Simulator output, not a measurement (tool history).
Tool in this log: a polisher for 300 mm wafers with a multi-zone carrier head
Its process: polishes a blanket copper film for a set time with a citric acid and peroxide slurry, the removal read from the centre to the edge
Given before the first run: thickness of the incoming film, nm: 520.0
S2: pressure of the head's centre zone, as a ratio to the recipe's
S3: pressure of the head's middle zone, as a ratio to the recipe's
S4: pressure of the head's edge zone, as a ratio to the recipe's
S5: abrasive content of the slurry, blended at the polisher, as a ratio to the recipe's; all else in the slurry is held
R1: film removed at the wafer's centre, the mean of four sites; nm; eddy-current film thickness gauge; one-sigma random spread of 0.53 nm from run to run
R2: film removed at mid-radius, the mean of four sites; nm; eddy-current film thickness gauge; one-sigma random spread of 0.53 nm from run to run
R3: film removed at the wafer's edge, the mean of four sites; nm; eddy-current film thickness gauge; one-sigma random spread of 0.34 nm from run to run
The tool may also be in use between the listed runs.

run 1 day=0.000 | flow_of_slurry_(ml/min)=125 S2=1.00 S3=1.00 S4=1.00 S5=1.00 polishing_time_(s)=31 | R1=39.334 R2=47.341 R3=45.245
run 2 day=0.129 | flow_of_slurry_(ml/min)=125 S2=1.06 S3=0.99 S4=0.95 S5=0.95 polishing_time_(s)=31 | R1=40.859 R2=44.920 R3=43.720
run 3 day=0.242 | flow_of_slurry_(ml/min)=125 S2=1.06 S3=1.02 S4=0.95 S5=0.95 polishing_time_(s)=31 | R1=40.820 R2=47.687 R3=43.757
run 4 day=0.383 | flow_of_slurry_(ml/min)=125 S2=1.06 S3=1.02 S4=0.95 S5=0.95 polishing_time_(s)=34 | R1=44.548 R2=51.246 R3=48.902
-- day=0.658 centre zone pressure recalibrated
run 5 day=0.658 | flow_of_slurry_(ml/min)=145 S2=1.06 S3=1.02 S4=0.95 S5=0.95 polishing_time_(s)=34 | R1=51.744 R2=51.759 R3=49.288
run 6 day=1.029 | flow_of_slurry_(ml/min)=145 S2=1.07 S3=1.03 S4=0.92 S5=0.80 polishing_time_(s)=33 | R1=48.236 R2=48.218 R3=44.608

Estimate the outcome of run 7 from the log above:
run 7 day=1.150 | flow_of_slurry_(ml/min)=145 S2=1.07 S3=1.03 S4=0.89 S5=0.70 polishing_time_(s)=33 | R1=? R2=? R3=?

Run 7 came out at R1 46.686 nm, R2 46.450 nm, R3 42.404 nm.
